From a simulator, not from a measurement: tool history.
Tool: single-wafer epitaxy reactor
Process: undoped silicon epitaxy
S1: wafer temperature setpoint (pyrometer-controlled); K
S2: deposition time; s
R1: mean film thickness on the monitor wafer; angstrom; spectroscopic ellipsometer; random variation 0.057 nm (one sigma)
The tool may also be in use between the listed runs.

run	hour	S1	S2	R1
1	0	908.15	161	184.01
2	6.8	902.15	161	158.56
3	15.3	906.15	161	176.74
4	24.3	906.15	181	198.26
5	26.8	906.15	196	214.21
6	31.8	906.15	174	188.72
7	37.2	900.15	174	160.81

Forecast run 8:
8	40	896.15	174	?

R1: 147.02 angstrom

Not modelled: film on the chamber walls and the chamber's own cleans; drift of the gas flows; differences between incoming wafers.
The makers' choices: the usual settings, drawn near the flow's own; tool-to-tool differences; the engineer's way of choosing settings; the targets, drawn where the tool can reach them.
